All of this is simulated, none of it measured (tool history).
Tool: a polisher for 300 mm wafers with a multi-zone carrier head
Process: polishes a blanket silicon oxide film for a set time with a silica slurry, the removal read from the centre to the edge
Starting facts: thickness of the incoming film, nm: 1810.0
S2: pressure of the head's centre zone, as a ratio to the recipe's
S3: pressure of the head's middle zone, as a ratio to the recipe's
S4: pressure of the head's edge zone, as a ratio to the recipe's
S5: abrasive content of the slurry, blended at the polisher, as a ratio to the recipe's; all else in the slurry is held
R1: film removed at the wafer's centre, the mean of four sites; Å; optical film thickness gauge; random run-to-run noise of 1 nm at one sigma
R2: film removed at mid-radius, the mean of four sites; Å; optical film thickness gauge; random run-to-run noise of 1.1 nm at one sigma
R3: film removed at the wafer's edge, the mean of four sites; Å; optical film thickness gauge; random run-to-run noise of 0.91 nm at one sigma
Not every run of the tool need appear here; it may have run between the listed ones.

Run 1, hour 0: flow of slurry (ml/min) 275, S2 1, S3 1, S4 1, S5 1, polishing time (s) 34. Result: R1 1150.2 Å, R2 1113.2 Å, R3 1117.3 Å.
Run 2, hour 3.4: flow of slurry (ml/min) 275, S2 1.05, S3 1, S4 1, S5 1, polishing time (s) 34. Result: R1 1183.4 Å, R2 1126.1 Å, R3 1104.7 Å.
Run 3, hour 5.8: flow of slurry (ml/min) 265, S2 1, S3 1.03, S4 0.97, S5 0.95, polishing time (s) 34. Result: R1 1082.3 Å, R2 1086.8 Å, R3 1037.8 Å.
Run 4, hour 11.7: flow of slurry (ml/min) 250, S2 0.98, S3 1.05, S4 0.96, S5 0.95, polishing time (s) 34. Result: R1 1051 Å, R2 1123.1 Å, R3 1044.5 Å.
Run 5, hour 17.7: flow of slurry (ml/min) 250, S2 0.98, S3 1.05, S4 1, S5 0.95, polishing time (s) 34. Result: R1 1053.4 Å, R2 1109 Å, R3 1065.8 Å.
Run 6, hour 22.4: flow of slurry (ml/min) 250, S2 0.98, S3 1.05, S4 1, S5 0.95, polishing time (s) 38. Result: R1 1174.5 Å, R2 1244 Å, R3 1173.6 Å.
Run 7, hour 23.1: flow of slurry (ml/min) 245, S2 0.96, S3 1.05, S4 0.96, S5 0.85, polishing time (s) 38. Result: R1 1042.5 Å, R2 1136.6 Å, R3 1063.5 Å.
Run 8, hour 27: flow of slurry (ml/min) 240, S2 0.95, S3 1.05, S4 0.93, S5 0.85, polishing time (s) 38. Result: R1 1033.5 Å, R2 1136.6 Å, R3 1043.7 Å.
Run 9, hour 32.8: flow of slurry (ml/min) 230, S2 0.94, S3 1.04, S4 0.91, S5 0.85, polishing time (s) 38. Result: R1 1028.9 Å, R2 1126.4 Å, R3 1030.1 Å.

Run 10 comes next. What will it give?
Run 10, hour 37.3: flow of slurry (ml/min) 225, S2 0.93, S3 1.04, S4 0.89, S5 0.85, polishing time (s) 38. Result: R1 ?, R2 ?, R3 ?.

{"run 10": {"R1": 1013.7, "R2": 1099.1, "R3": 1018.6}}
